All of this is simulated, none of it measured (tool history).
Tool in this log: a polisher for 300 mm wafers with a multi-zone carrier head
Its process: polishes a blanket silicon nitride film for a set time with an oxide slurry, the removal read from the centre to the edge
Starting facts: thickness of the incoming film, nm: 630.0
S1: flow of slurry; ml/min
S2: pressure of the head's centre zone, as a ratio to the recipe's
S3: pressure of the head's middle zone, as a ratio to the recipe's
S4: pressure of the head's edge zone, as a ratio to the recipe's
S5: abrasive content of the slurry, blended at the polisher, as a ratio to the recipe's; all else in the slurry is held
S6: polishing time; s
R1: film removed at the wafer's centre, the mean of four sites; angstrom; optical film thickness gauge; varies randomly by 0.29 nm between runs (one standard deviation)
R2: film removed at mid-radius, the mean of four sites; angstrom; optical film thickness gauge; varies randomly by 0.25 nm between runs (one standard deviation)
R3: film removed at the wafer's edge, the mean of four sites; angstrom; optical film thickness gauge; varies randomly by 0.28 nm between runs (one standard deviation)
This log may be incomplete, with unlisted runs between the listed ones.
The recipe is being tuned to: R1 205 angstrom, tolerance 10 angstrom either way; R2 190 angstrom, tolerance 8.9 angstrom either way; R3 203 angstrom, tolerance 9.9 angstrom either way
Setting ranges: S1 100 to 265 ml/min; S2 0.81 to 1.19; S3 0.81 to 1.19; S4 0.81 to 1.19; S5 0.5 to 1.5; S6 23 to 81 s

run,hour,S1,S2,S3,S4,S5,S6,R1,R2,R3
1,0,170,1,1,1,1,52,321.88,325.39,309.42
2,7.6,170,1,0.99,1,0.95,51,306.04,315.57,304.75
3,8.1,170,1.01,0.98,0.99,0.9,50,302.62,301.41,290.62
4,10.9,130,1.01,0.98,0.99,0.9,50,283.73,286.5,279.92
5,11.7,130,1.09,0.98,0.99,0.9,50,297.93,291.89,281.22
6,14.7,130,1.08,0.97,0.99,0.85,49,284.79,271.19,270.38
7,23.4,130,1.07,0.97,0.99,0.8,48,271.27,254.49,261.53
8,29.2,135,1.01,0.97,0.91,0.55,42,204.38,207.54,194.69
9,34.8,135,1.01,0.96,0.92,0.55,42,209.33,205.22,192.18
10,35.5,130,1.01,0.96,0.93,0.55,42,204.43,200.23,193.75

5 candidate next runs follow, results not yet known. Just one meets every target within its allowed miss. Identify it.
A,36.2,110,1.01,1.01,0.94,0.65,44,?,?,?
B,36.2,125,1.04,1.04,0.89,0.55,42,?,?,?
C,36.2,100,1.05,0.92,0.99,0.55,45,?,?,?
D,36.2,120,0.98,1.01,0.95,0.65,42,?,?,?
E,36.2,145,1.07,0.94,0.9,0.5,41,?,?,?

move,R1,R2,R3
A,212.27,220.77,209.66
B,206.85,213.49,190.58
C,206.4,192.52,205.06
D,203.03,216.31,204.75
E,210.11,193.16,186.99
A: moves away from the targets compared with the last run
B: moves away from the targets compared with the last run
C: in spec on every target
D: moves away from the targets compared with the last run
E: the furthest-off result lands on target, but another misses its tolerance
Correct choice: C, which meets every target
